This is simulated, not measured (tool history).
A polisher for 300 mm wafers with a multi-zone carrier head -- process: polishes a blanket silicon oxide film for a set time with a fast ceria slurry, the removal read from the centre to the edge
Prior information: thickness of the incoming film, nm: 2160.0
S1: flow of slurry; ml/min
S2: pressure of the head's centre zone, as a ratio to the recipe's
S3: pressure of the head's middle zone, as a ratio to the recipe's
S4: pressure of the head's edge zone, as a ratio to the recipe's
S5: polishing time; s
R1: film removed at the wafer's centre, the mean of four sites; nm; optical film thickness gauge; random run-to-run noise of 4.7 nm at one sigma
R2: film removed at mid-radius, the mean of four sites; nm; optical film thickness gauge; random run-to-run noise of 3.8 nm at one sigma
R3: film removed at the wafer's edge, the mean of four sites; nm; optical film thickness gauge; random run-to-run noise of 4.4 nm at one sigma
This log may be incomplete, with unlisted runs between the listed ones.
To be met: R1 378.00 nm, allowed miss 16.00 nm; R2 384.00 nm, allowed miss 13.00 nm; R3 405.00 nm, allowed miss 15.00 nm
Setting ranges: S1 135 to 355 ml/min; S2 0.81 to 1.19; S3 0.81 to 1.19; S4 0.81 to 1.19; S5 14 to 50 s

{"run": 1, "hour": 0.0, "S1": 225, "S2": 1.0, "S3": 1.0, "S4": 1.0, "S5": 32, "R1": 595.69, "R2": 611.87, "R3": 586.63}
{"run": 2, "hour": 4.3, "S1": 205, "S2": 1.0, "S3": 1.0, "S4": 1.0, "S5": 32, "R1": 591.12, "R2": 606.67, "R3": 593.47}
{"run": 3, "hour": 13.2, "S1": 205, "S2": 1.0, "S3": 1.0, "S4": 0.94, "S5": 32, "R1": 586.87, "R2": 610.44, "R3": 578.94}
{"run": 4, "hour": 22.2, "S1": 205, "S2": 1.0, "S3": 1.0, "S4": 0.94, "S5": 35, "R1": 655.55, "R2": 661.36, "R3": 618.33}
{"run": 5, "hour": 30.9, "S1": 205, "S2": 0.99, "S3": 0.98, "S4": 0.93, "S5": 32, "R1": 586.28, "R2": 590.77, "R3": 575.74}
{"run": 6, "hour": 32.4, "S1": 210, "S2": 0.99, "S3": 0.97, "S4": 0.93, "S5": 30, "R1": 553.45, "R2": 548.6, "R3": 542.55}
{"run": 7, "hour": 37.8, "S1": 215, "S2": 0.98, "S3": 0.96, "S4": 0.92, "S5": 28, "R1": 510.28, "R2": 519.16, "R3": 510.45}
{"run": 8, "hour": 38.5, "S1": 215, "S2": 0.98, "S3": 0.96, "S4": 0.92, "S5": 28, "R1": 513.73, "R2": 522.95, "R3": 496.7}
{"run": 9, "hour": 43.7, "S1": 210, "S2": 0.96, "S3": 0.94, "S4": 0.92, "S5": 27, "R1": 487.68, "R2": 488.5, "R3": 482.71}
{"run": 10, "hour": 50.7, "S1": 190, "S2": 0.86, "S3": 0.88, "S4": 0.85, "S5": 21, "R1": 338.52, "R2": 361.6, "R3": 357.34}

Exactly one of the 4 candidate moves below puts every result within its allowed miss. Which one?
{"run": "A", "hour": 57.7, "S1": 180, "S2": 0.91, "S3": 0.85, "S4": 0.86, "S5": 21, "R1": "?", "R2": "?", "R3": "?"}
{"run": "B", "hour": 57.7, "S1": 195, "S2": 0.94, "S3": 0.91, "S4": 0.98, "S5": 22, "R1": "?", "R2": "?", "R3": "?"}
{"run": "C", "hour": 57.7, "S1": 135, "S2": 0.85, "S3": 0.81, "S4": 1.03, "S5": 22, "R1": "?", "R2": "?", "R3": "?"}
{"run": "D", "hour": 57.7, "S1": 245, "S2": 0.97, "S3": 0.91, "S4": 0.81, "S5": 19, "R1": "?", "R2": "?", "R3": "?"}

move=A R1=349.43 R2=339.13 R3=373.27
move=B R1=381.09 R2=377.00 R3=417.10
move=C R1=332.92 R2=334.55 R3=418.64
move=D R1=346.51 R2=331.44 R3=334.62
A: misses by more than the last run did
B: each result inside its tolerance
C: puts the biggest miss on target and leaves a different result outside tolerance
D: misses by more than the last run did
So the answer is move B, the one that meets all the targets.
